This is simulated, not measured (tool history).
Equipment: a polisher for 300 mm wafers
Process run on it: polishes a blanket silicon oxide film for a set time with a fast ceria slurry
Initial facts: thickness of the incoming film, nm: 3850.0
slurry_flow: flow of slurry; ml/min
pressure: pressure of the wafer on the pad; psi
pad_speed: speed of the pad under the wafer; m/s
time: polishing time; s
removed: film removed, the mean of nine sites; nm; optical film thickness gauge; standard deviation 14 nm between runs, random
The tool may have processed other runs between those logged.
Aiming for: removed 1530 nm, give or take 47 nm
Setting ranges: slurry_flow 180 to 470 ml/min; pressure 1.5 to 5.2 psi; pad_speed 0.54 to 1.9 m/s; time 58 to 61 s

{"run": 1, "hour": 0.0, "slurry_flow": 300, "pressure": 3.3, "pad_speed": 1.22, "time": 58, "removed": 1196.1}
{"run": 2, "hour": 1.3, "slurry_flow": 300, "pressure": 3.5, "pad_speed": 1.22, "time": 58, "removed": 1243.9}
{"run": 3, "hour": 4.1, "slurry_flow": 300, "pressure": 3.7, "pad_speed": 1.22, "time": 58, "removed": 1304.7}
{"run": 4, "hour": 12.9, "slurry_flow": 300, "pressure": 3.9, "pad_speed": 1.22, "time": 58, "removed": 1333.4}
{"run": 5, "hour": 21.0, "slurry_flow": 300, "pressure": 4.1, "pad_speed": 1.22, "time": 58, "removed": 1380.2}
{"run": 6, "hour": 22.9, "slurry_flow": 300, "pressure": 4.2, "pad_speed": 1.22, "time": 58, "removed": 1422.7}
{"run": 7, "hour": 25.8, "slurry_flow": 300, "pressure": 4.3, "pad_speed": 1.22, "time": 58, "removed": 1462.6}
{"run": 8, "hour": 29.7, "slurry_flow": 300, "pressure": 4.4, "pad_speed": 1.22, "time": 58, "removed": 1479.4}
{"run": 9, "hour": 38.3, "slurry_flow": 300, "pressure": 4.4, "pad_speed": 1.22, "time": 58, "removed": 1437.9}

Of the 5 settings listed for the next run, only one would bring every result within its allowed miss of target. Which one?
{"run": "A", "hour": 46.9, "slurry_flow": 295, "pressure": 4, "pad_speed": 1.24, "time": 58, "removed": "?"}
{"run": "B", "hour": 46.9, "slurry_flow": 360, "pressure": 4.8, "pad_speed": 1.04, "time": 58, "removed": "?"}
{"run": "C", "hour": 46.9, "slurry_flow": 295, "pressure": 4.3, "pad_speed": 1.34, "time": 58, "removed": "?"}
{"run": "D", "hour": 46.9, "slurry_flow": 355, "pressure": 3.6, "pad_speed": 1.38, "time": 58, "removed": "?"}
{"run": "E", "hour": 46.9, "slurry_flow": 285, "pressure": 4.2, "pad_speed": 1.06, "time": 58, "removed": "?"}

move=A removed=1376.2
move=B removed=1391.6
move=C removed=1547
move=D removed=1409.8
move=E removed=1255.8
A: lands further from the targets than the last run did
B: lands further from the targets than the last run did
C: every result lands within tolerance
D: lands further from the targets than the last run did
E: lands further from the targets than the last run did
The move that meets every target is C.
